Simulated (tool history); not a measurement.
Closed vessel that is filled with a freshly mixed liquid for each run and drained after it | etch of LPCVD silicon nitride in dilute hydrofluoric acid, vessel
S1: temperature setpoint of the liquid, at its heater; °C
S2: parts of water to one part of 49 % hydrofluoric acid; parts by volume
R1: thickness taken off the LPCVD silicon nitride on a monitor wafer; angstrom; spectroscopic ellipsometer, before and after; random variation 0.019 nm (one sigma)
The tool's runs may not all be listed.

run 1 hour=0.0 | S1=21.0 S2=65 time_in_the_liquid_(s)=920 | R1=49.977
run 2 hour=2.1 | S1=21.0 S2=45 time_in_the_liquid_(s)=920 | R1=71.853
run 3 hour=6.7 | S1=23.0 S2=45 time_in_the_liquid_(s)=920 | R1=82.089
run 4 hour=15.2 | S1=23.0 S2=50 time_in_the_liquid_(s)=920 | R1=74.042
run 5 hour=20.4 | S1=21.0 S2=55 time_in_the_liquid_(s)=920 | R1=58.826
run 6 hour=26.7 | S1=21.0 S2=55 time_in_the_liquid_(s)=715 | R1=45.506
run 7 hour=29.6 | S1=20.0 S2=55 time_in_the_liquid_(s)=715 | R1=42.155
run 8 hour=31.5 | S1=19.5 S2=55 time_in_the_liquid_(s)=715 | R1=41.204
run 9 hour=37.5 | S1=19.0 S2=55 time_in_the_liquid_(s)=715 | R1=40.167
run 10 hour=43.7 | S1=18.5 S2=55 time_in_the_liquid_(s)=715 | R1=38.473

Run 11 comes next. What will it give?
run 11 hour=47.2 | S1=18.0 S2=55 time_in_the_liquid_(s)=715 | R1=?

{"run 11": {"R1": 37.311}}
